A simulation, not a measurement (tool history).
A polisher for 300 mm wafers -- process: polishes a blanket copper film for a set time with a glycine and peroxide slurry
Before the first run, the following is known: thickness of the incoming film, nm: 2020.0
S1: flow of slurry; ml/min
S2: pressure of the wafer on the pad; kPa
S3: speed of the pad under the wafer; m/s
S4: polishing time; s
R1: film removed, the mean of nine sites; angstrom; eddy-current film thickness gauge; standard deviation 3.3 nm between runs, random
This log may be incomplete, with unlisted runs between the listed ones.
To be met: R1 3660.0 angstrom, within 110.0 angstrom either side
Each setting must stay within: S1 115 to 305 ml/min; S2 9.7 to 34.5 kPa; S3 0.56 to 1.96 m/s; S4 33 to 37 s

| run | hour | S1 | S2 | S3 | S4 | R1 |
|---|---|---|---|---|---|---|
| 1 | 0.0 | 195 | 22.1 | 1.26 | 37 | 2828.9 |
| 2 | 2.4 | 195 | 26.9 | 1.26 | 37 | 3367.7 |
| 3 | 11.3 | 195 | 26.9 | 1.52 | 37 | 4051.2 |
| 4 | 18.6 | 190 | 26.2 | 1.52 | 37 | 3961.0 |
| 5 | 27.6 | 190 | 26.2 | 1.68 | 37 | 4286.0 |
| 6 | 35.9 | 190 | 30.3 | 1.68 | 37 | 4823.3 |
| 7 | 41.2 | 185 | 27.6 | 1.66 | 37 | 4420.7 |
| 8 | 46.3 | 180 | 26.2 | 1.66 | 37 | 4115.2 |
| 9 | 52.8 | 165 | 26.2 | 1.66 | 37 | 4145.0 |
| 10 | 58.8 | 160 | 25.5 | 1.66 | 37 | 4040.1 |

Exactly one of the 4 candidate moves below puts every result within its allowed miss. Which one?
| A | 64.8 | 140 | 31.0 | 1.42 | 34 | ? |
| B | 64.8 | 200 | 30.3 | 1.54 | 33 | ? |
| C | 64.8 | 150 | 23.4 | 1.92 | 36 | ? |
| D | 64.8 | 150 | 25.5 | 1.68 | 36 | ? |

| move | R1 |
|---|---|
| A | 3642.3 |
| B | 3978.0 |
| C | 3990.6 |
| D | 3815.7 |
A: in spec on every target
B: closer than the last run, but not yet in spec
C: closer than the last run, but not yet in spec
D: closer than the last run, but not yet in spec
So the answer is move A, the one that meets all the targets.
